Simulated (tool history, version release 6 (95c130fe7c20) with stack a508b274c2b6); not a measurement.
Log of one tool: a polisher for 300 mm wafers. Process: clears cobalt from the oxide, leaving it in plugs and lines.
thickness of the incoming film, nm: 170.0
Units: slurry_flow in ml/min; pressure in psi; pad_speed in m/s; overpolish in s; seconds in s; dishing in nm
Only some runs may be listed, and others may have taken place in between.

run 1 day=0.000 | slurry_flow=315 pressure=2.5 pad_speed=1.24 overpolish=28 | seconds=24.336 dishing=53.956
run 2 day=0.071 | slurry_flow=315 pressure=2.7 pad_speed=1.26 overpolish=24 | seconds=21.572 dishing=51.318
run 3 day=0.196 | slurry_flow=315 pressure=2.1 pad_speed=1.26 overpolish=24 | seconds=28.536 dishing=51.728
run 4 day=0.408 | slurry_flow=315 pressure=2.1 pad_speed=1.26 overpolish=34 | seconds=27.998 dishing=54.738
run 5 day=0.712 | slurry_flow=315 pressure=2.4 pad_speed=1.26 overpolish=29 | seconds=25.238 dishing=53.825
run 6 day=0.783 | slurry_flow=315 pressure=2.4 pad_speed=1.26 overpolish=35 | seconds=24.488 dishing=55.370
run 7 day=0.842 | slurry_flow=315 pressure=3.1 pad_speed=1.34 overpolish=21 | seconds=18.605 dishing=53.177
run 8 day=0.983 | slurry_flow=320 pressure=3.3 pad_speed=1.32 overpolish=18 | seconds=17.343 dishing=50.912
run 9 day=1.158 | slurry_flow=325 pressure=3.4 pad_speed=1.32 overpolish=16 | seconds=16.522 dishing=51.180
run 10 day=1.521 | slurry_flow=330 pressure=3.5 pad_speed=1.30 overpolish=14 | seconds=16.989 dishing=49.759

Run 11 is up next; what results do you expect?
run 11 day=1.862 | slurry_flow=340 pressure=3.6 pad_speed=1.30 overpolish=13 | seconds=? dishing=?

{"run 11": {"seconds": 16.192, "dishing": 48.83}}
